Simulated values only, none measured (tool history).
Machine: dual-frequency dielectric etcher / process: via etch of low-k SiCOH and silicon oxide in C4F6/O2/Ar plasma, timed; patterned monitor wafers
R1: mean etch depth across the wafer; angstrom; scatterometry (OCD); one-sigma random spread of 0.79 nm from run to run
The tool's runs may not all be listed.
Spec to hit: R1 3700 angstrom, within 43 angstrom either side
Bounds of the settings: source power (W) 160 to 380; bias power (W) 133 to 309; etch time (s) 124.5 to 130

{"run": 1, "hour": 0.0, "source power (W)": 270, "bias power (W)": 221, "etch time (s)": 124.5, "R1": 2920.7}
{"run": 2, "hour": 5.8, "source power (W)": 300, "bias power (W)": 235, "etch time (s)": 124.5, "R1": 3145.3}
{"run": 3, "hour": 12.2, "source power (W)": 320, "bias power (W)": 241, "etch time (s)": 124.5, "R1": 3251.1}
{"run": 4, "hour": 19.0, "source power (W)": 330, "bias power (W)": 248, "etch time (s)": 124.5, "R1": 3336.6}
{"run": 5, "hour": 19.9, "source power (W)": 330, "bias power (W)": 248, "etch time (s)": 130, "R1": 3500.2}
{"run": 6, "hour": 28.6, "source power (W)": 340, "bias power (W)": 249, "etch time (s)": 130, "R1": 3529.5}
{"run": 7, "hour": 32.4, "source power (W)": 350, "bias power (W)": 250, "etch time (s)": 130, "R1": 3581.3}
{"run": 8, "hour": 40.8, "source power (W)": 350, "bias power (W)": 250, "etch time (s)": 130, "R1": 3573.6}
{"run": 9, "hour": 44.0, "source power (W)": 360, "bias power (W)": 251, "etch time (s)": 130, "R1": 3611.3}
{"run": 10, "hour": 48.8, "source power (W)": 360, "bias power (W)": 252, "etch time (s)": 130, "R1": 3638.6}

4 candidate next runs follow, results not yet known. Just one meets every target within its allowed miss. Identify it.
{"run": "A", "hour": 53.6, "source power (W)": 350, "bias power (W)": 251, "etch time (s)": 130, "R1": "?"}
{"run": "B", "hour": 53.6, "source power (W)": 370, "bias power (W)": 252, "etch time (s)": 128.5, "R1": "?"}
{"run": "C", "hour": 53.6, "source power (W)": 380, "bias power (W)": 243, "etch time (s)": 128, "R1": "?"}
{"run": "D", "hour": 53.6, "source power (W)": 380, "bias power (W)": 254, "etch time (s)": 129.5, "R1": "?"}

move=A R1=3584.1
move=B R1=3622.9
move=C R1=3577.5
move=D R1=3701.8
A: the biggest miss grows against the last run
B: the biggest miss grows against the last run
C: the biggest miss grows against the last run
D: meets every target
The right move is D.
